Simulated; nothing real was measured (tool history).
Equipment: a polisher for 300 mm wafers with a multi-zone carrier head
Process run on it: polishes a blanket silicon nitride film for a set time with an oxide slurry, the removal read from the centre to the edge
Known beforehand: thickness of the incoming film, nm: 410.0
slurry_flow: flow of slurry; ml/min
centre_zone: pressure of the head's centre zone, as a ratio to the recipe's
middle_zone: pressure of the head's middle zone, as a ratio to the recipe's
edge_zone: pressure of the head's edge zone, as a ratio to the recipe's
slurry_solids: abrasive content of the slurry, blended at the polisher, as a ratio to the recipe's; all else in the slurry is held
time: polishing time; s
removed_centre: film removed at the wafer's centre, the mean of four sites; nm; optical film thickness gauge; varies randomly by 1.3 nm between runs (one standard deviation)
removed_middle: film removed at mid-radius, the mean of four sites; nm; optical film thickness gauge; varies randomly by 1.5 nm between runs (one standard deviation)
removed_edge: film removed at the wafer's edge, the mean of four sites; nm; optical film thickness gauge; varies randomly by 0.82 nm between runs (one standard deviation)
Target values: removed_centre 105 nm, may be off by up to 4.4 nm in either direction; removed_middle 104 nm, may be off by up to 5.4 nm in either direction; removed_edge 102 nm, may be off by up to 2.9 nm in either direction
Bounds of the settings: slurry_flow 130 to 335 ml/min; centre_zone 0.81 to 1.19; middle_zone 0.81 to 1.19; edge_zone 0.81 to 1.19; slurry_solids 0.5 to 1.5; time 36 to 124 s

run 1 hour=0 | slurry_flow=215 centre_zone=1 middle_zone=1 edge_zone=1 slurry_solids=1 time=79 | removed_centre=85.328 removed_middle=85.1 removed_edge=81.502
run 2 hour=6.9 | slurry_flow=215 centre_zone=1 middle_zone=1 edge_zone=1 slurry_solids=0.9 time=79 | removed_centre=80.418 removed_middle=82.87 removed_edge=78.031
run 3 hour=7.9 | slurry_flow=220 centre_zone=1 middle_zone=1.01 edge_zone=1.02 slurry_solids=0.95 time=79 | removed_centre=82.898 removed_middle=85.764 removed_edge=81.29
run 4 hour=13.8 | slurry_flow=220 centre_zone=1 middle_zone=1.01 edge_zone=1.02 slurry_solids=0.95 time=60 | removed_centre=63.47 removed_middle=62.958 removed_edge=61.067
run 5 hour=15 | slurry_flow=220 centre_zone=1 middle_zone=1.01 edge_zone=1.02 slurry_solids=0.75 time=60 | removed_centre=55.862 removed_middle=55.592 removed_edge=53.516
run 6 hour=20.8 | slurry_flow=220 centre_zone=1 middle_zone=1.01 edge_zone=0.97 slurry_solids=0.75 time=60 | removed_centre=55.963 removed_middle=56.453 removed_edge=53.013
run 7 hour=22.7 | slurry_flow=225 centre_zone=1 middle_zone=1.01 edge_zone=0.99 slurry_solids=0.9 time=62 | removed_centre=63.9 removed_middle=65.115 removed_edge=59.879
run 8 hour=30 | slurry_flow=230 centre_zone=0.98 middle_zone=0.91 edge_zone=1.09 slurry_solids=1.15 time=73 | removed_centre=84.655 removed_middle=78.513 removed_edge=84.828
run 9 hour=33.4 | slurry_flow=235 centre_zone=0.99 middle_zone=0.93 edge_zone=1.1 slurry_solids=1.2 time=73 | removed_centre=84.917 removed_middle=80.33 removed_edge=87.004
run 10 hour=36.2 | slurry_flow=260 centre_zone=1.09 middle_zone=1.03 edge_zone=1.04 slurry_solids=1.45 time=78 | removed_centre=107.36 removed_middle=102.79 removed_edge=97.851
run 11 hour=36.8 | slurry_flow=260 centre_zone=1.08 middle_zone=1.03 edge_zone=1.05 slurry_solids=1.45 time=78 | removed_centre=108.91 removed_middle=102.27 removed_edge=96.974
run 12 hour=41.5 | slurry_flow=260 centre_zone=1.08 middle_zone=1.03 edge_zone=1.05 slurry_solids=1.45 time=78 | removed_centre=106.29 removed_middle=103.97 removed_edge=98.692
run 13 hour=47.8 | slurry_flow=260 centre_zone=1.08 middle_zone=1.03 edge_zone=1.06 slurry_solids=1.45 time=78 | removed_centre=106.57 removed_middle=106.29 removed_edge=98.88
run 14 hour=48.8 | slurry_flow=260 centre_zone=1.07 middle_zone=1.02 edge_zone=1.07 slurry_solids=1.45 time=78 | removed_centre=107.2 removed_middle=101.32 removed_edge=98.456
run 15 hour=51.5 | slurry_flow=260 centre_zone=1.06 middle_zone=1.02 edge_zone=1.07 slurry_solids=1.45 time=78 | removed_centre=104.53 removed_middle=99.501 removed_edge=99.426
run 16 hour=59.5 | slurry_flow=260 centre_zone=1.06 middle_zone=1.03 edge_zone=1.07 slurry_solids=1.45 time=78 | removed_centre=103.48 removed_middle=103.61 removed_edge=99.341

Next run, 5 choices. One meets every target within its allowed miss, the rest don't. Which?
run A hour=67.5 | slurry_flow=270 centre_zone=1.06 middle_zone=1.03 edge_zone=1.03 slurry_solids=1.45 time=78 | removed_centre=? removed_middle=? removed_edge=?
run B hour=67.5 | slurry_flow=260 centre_zone=1.08 middle_zone=1.13 edge_zone=1.02 slurry_solids=1.4 time=78 | removed_centre=? removed_middle=? removed_edge=?
run C hour=67.5 | slurry_flow=210 centre_zone=1.11 middle_zone=1.09 edge_zone=1.02 slurry_solids=1.15 time=87 | removed_centre=? removed_middle=? removed_edge=?
run D hour=67.5 | slurry_flow=265 centre_zone=0.98 middle_zone=0.97 edge_zone=1 slurry_solids=1.35 time=80 | removed_centre=? removed_middle=? removed_edge=?
run E hour=67.5 | slurry_flow=235 centre_zone=1.01 middle_zone=1 edge_zone=1.05 slurry_solids=1.45 time=82 | removed_centre=? removed_middle=? removed_edge=?

move=A removed_centre=106.69 removed_middle=103.58 removed_edge=96.906
move=B removed_centre=106.73 removed_middle=110.27 removed_edge=94.825
move=C removed_centre=110.19 removed_middle=108 removed_edge=96.308
move=D removed_centre=99.207 removed_middle=98.157 removed_edge=95.306
move=E removed_centre=106.06 removed_middle=104.95 removed_edge=101.96
A: misses by more than the last run did
B: misses by more than the last run did
C: misses by more than the last run did
D: misses by more than the last run did
E: each result inside its tolerance
E is the move that brings every result within its allowed miss.
